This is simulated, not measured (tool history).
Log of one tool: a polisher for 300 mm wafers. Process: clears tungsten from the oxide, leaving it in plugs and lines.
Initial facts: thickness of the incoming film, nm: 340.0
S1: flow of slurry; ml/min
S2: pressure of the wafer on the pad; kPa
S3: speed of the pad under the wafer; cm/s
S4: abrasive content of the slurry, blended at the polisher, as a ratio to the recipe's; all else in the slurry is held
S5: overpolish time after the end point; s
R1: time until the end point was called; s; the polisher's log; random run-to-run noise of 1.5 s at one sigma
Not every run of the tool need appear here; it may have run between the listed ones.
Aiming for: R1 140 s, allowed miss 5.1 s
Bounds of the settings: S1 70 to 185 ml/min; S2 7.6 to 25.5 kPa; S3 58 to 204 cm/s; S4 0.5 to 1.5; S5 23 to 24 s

| run | hour | S1 | S2 | S3 | S4 | S5 | R1 |
|---|---|---|---|---|---|---|---|
| 1 | 0 | 120 | 16.5 | 130 | 1 | 23 | 88.365 |
| 2 | 6.3 | 120 | 16.5 | 130 | 0.9 | 23 | 90.838 |
| 3 | 15.2 | 120 | 16.5 | 102 | 0.9 | 23 | 104.58 |
| 4 | 21.5 | 95 | 16.5 | 102 | 0.9 | 23 | 112.24 |
| 5 | 26.1 | 95 | 16.5 | 102 | 0.7 | 23 | 114.96 |
| 6 | 30 | 90 | 15.9 | 102 | 0.7 | 23 | 121.67 |
| 7 | 36.4 | 90 | 15.2 | 102 | 0.7 | 23 | 126.52 |
| 8 | 37.1 | 90 | 14.5 | 102 | 0.7 | 23 | 130.35 |

Below are 5 possible settings for the next run. Only one of them brings all results inside the allowed miss of their targets. Which is it?
| A | 37.8 | 90 | 12.4 | 92 | 0.8 | 23 | ? |
| B | 37.8 | 100 | 13.1 | 82 | 0.75 | 24 | ? |
| C | 37.8 | 70 | 15.9 | 72 | 0.7 | 23 | ? |
| D | 37.8 | 90 | 13.1 | 102 | 0.8 | 24 | ? |
| E | 37.8 | 90 | 13.1 | 92 | 0.8 | 24 | ? |

| move | R1 |
|---|---|
| A | 152.75 |
| B | 152.89 |
| C | 156.85 |
| D | 138.23 |
| E | 146.37 |
A: the result that was furthest off in the last run now lies on the other side of its target
B: the result that was furthest off in the last run now lies on the other side of its target
C: the result that was furthest off in the last run now lies on the other side of its target
D: each result inside its tolerance
E: the result that was furthest off in the last run now lies on the other side of its target
So the answer is move D, the one that meets all the targets.

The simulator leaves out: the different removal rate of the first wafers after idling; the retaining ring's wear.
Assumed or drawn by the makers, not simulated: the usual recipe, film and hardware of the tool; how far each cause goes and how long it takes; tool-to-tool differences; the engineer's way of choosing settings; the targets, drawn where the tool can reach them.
